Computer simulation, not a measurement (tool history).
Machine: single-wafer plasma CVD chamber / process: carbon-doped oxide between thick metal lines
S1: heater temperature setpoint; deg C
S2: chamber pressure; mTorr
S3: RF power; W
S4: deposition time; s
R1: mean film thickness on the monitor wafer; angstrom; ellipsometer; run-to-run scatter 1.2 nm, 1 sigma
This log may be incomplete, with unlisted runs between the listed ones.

| run | hour | S1 | S2 | S3 | S4 | R1 |
|---|---|---|---|---|---|---|
| 1 | 0 | 360 | 3790 | 440 | 124 | 5414.7 |
| 2 | 6.7 | 368 | 3790 | 440 | 124 | 5340.8 |
| 3 | 13.4 | 359 | 3790 | 440 | 124 | 5440.7 |
| 4 | 17.6 | 360 | 3580 | 425 | 124 | 5253.8 |
|  | 26.3 | capacitance manometer re-zeroed and calibrated |
| 5 | 26.3 | 361 | 3400 | 415 | 124 | 5140.8 |
| 6 | 27.6 | 361 | 3400 | 415 | 128 | 5313.7 |
| 7 | 29.8 | 367 | 2640 | 370 | 128 | 4687.2 |

Expected results for the next run?
| 8 | 31.1 | 367 | 2640 | 370 | 128 | ? |

{"run 8": {"R1": 4708.7}}
